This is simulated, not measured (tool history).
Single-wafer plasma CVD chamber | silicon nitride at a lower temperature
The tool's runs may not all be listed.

run  hour  heater temperature setpoint (deg C)  chamber pressure (Torr)  RF power (W)  deposition time (s)  mean film thickness on the monitor wafer (angstrom)
  1   0.0                                  365                     1.48           250                 13.4                                               148.42
  2   1.3                                  365                     1.35           230                 13.4                                               135.21
  3   4.5                                  365                     1.09           230                 13.4                                               128.18
  4  12.4                                  365                     1.04           225                 13.4                                               123.80
  5  18.6                                  365                     1.20           225                 13.4                                               128.13
  6  23.2                                  365                     1.20           250                 13.4                                               141.53
  7  26.4                                  365                     0.95           210                 13.4                                               112.93
  8  28.5                                  365                     0.95           210                 13.4                                               113.89

Run 9 comes next. What will it give?
  9  33.0                                  365                     0.98           210                 13.4                                                    ?

Run 9 gave mean film thickness on the monitor wafer (angstrom) 114.10.
